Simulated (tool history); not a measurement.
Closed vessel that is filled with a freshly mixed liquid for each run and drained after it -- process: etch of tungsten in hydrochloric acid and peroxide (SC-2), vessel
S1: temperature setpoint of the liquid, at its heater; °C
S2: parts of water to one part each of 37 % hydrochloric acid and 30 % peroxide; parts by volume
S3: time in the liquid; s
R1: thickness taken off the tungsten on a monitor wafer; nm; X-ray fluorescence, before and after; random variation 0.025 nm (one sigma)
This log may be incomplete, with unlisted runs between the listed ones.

run	hour	S1	S2	S3	R1
1	0	55	9.5	30	8.5622
2	8.8	55	7.5	30	10.343
3	16.3	51	7.5	30	7.8912
4	18.2	48	7.5	30	6.4738
5	26.8	41	7.5	30	4.0097
6	30.1	43.5	7.5	30	4.751
7	33.7	43	7.5	30	4.6148

Predict the results of run 8:
8	37.4	42.5	7.5	30	?

{"run 8": {"R1": 4.4282}}
